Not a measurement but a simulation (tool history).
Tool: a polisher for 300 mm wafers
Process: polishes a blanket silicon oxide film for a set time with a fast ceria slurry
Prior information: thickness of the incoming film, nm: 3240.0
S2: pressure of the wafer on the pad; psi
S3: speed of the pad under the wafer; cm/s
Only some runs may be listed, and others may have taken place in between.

run 1 hour=0.0 | flow_of_slurry_(ml/min)=250 S2=3.1 S3=120 polishing_time_(s)=71 | film_removed_(Å)=13997.0
run 2 hour=3.4 | flow_of_slurry_(ml/min)=250 S2=3.1 S3=120 polishing_time_(s)=71 | film_removed_(Å)=13848.0
run 3 hour=8.5 | flow_of_slurry_(ml/min)=250 S2=2.7 S3=120 polishing_time_(s)=71 | film_removed_(Å)=12254.0
run 4 hour=12.7 | flow_of_slurry_(ml/min)=250 S2=2.3 S3=120 polishing_time_(s)=71 | film_removed_(Å)=10471.0
run 5 hour=19.8 | flow_of_slurry_(ml/min)=250 S2=2.3 S3=120 polishing_time_(s)=71 | film_removed_(Å)=10456.0
run 6 hour=20.7 | flow_of_slurry_(ml/min)=245 S2=2.2 S3=118 polishing_time_(s)=71 | film_removed_(Å)=9866.6
run 7 hour=28.3 | flow_of_slurry_(ml/min)=245 S2=2.2 S3=118 polishing_time_(s)=71 | film_removed_(Å)=9880.5
run 8 hour=30.3 | flow_of_slurry_(ml/min)=245 S2=2.2 S3=118 polishing_time_(s)=71 | film_removed_(Å)=9875.0
run 9 hour=34.0 | flow_of_slurry_(ml/min)=220 S2=1.4 S3=104 polishing_time_(s)=71 | film_removed_(Å)=5578.4
run 10 hour=42.0 | flow_of_slurry_(ml/min)=235 S2=1.4 S3=104 polishing_time_(s)=71 | film_removed_(Å)=5750.2
run 11 hour=46.6 | flow_of_slurry_(ml/min)=250 S2=1.4 S3=104 polishing_time_(s)=71 | film_removed_(Å)=5726.1
run 12 hour=48.7 | flow_of_slurry_(ml/min)=255 S2=1.5 S3=104 polishing_time_(s)=71 | film_removed_(Å)=6141.9
run 13 hour=55.8 | flow_of_slurry_(ml/min)=265 S2=1.5 S3=104 polishing_time_(s)=71 | film_removed_(Å)=6128.8
run 14 hour=56.5 | flow_of_slurry_(ml/min)=275 S2=1.5 S3=104 polishing_time_(s)=71 | film_removed_(Å)=6190.2

For run 15, what comes out?
run 15 hour=58.0 | flow_of_slurry_(ml/min)=285 S2=1.5 S3=104 polishing_time_(s)=71 | film_removed_(Å)=?

{"run 15": {"film removed (Å)": 6131.5}}
